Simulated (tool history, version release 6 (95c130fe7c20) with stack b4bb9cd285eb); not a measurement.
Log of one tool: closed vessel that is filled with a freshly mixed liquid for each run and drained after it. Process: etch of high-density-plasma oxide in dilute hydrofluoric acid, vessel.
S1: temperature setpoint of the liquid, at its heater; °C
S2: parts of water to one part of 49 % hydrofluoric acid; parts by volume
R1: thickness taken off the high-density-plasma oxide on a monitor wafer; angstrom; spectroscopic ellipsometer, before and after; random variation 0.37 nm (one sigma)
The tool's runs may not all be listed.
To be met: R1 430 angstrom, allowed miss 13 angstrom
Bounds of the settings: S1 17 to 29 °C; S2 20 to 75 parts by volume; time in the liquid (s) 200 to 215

{"run": 1, "hour": 0.0, "S1": 21, "S2": 45, "time in the liquid (s)": 200, "R1": 276.45}
{"run": 2, "hour": 7.9, "S1": 21, "S2": 40, "time in the liquid (s)": 200, "R1": 310.73}
{"run": 3, "hour": 13.0, "S1": 23.5, "S2": 40, "time in the liquid (s)": 200, "R1": 350.37}
{"run": 4, "hour": 16.1, "S1": 24.5, "S2": 40, "time in the liquid (s)": 200, "R1": 359.96}
{"run": 5, "hour": 24.9, "S1": 25.5, "S2": 40, "time in the liquid (s)": 200, "R1": 380.61}
{"run": 6, "hour": 31.0, "S1": 25.5, "S2": 50, "time in the liquid (s)": 200, "R1": 294.14}
{"run": 7, "hour": 35.7, "S1": 26, "S2": 50, "time in the liquid (s)": 200, "R1": 307.69}
{"run": 8, "hour": 43.1, "S1": 26.5, "S2": 50, "time in the liquid (s)": 200, "R1": 308.2}
{"run": 9, "hour": 46.5, "S1": 26.5, "S2": 50, "time in the liquid (s)": 200, "R1": 312.48}

Which of these 5 next moves meets every target?
{"run": "A", "hour": 49.9, "S1": 29, "S2": 40, "time in the liquid (s)": 215, "R1": "?"}
{"run": "B", "hour": 49.9, "S1": 28.5, "S2": 40, "time in the liquid (s)": 200, "R1": "?"}
{"run": "C", "hour": 49.9, "S1": 29, "S2": 40, "time in the liquid (s)": 210, "R1": "?"}
{"run": "D", "hour": 49.9, "S1": 28, "S2": 35, "time in the liquid (s)": 215, "R1": "?"}
{"run": "E", "hour": 49.9, "S1": 29, "S2": 50, "time in the liquid (s)": 200, "R1": "?"}

move=A R1=466.47
move=B R1=425.33
move=C R1=455.62
move=D R1=515.98
move=E R1=341.93
A: takes the result that was furthest off past its target
B: meets every target
C: takes the result that was furthest off past its target
D: takes the result that was furthest off past its target
E: nearer than the last run, and not there yet
The right move is B.
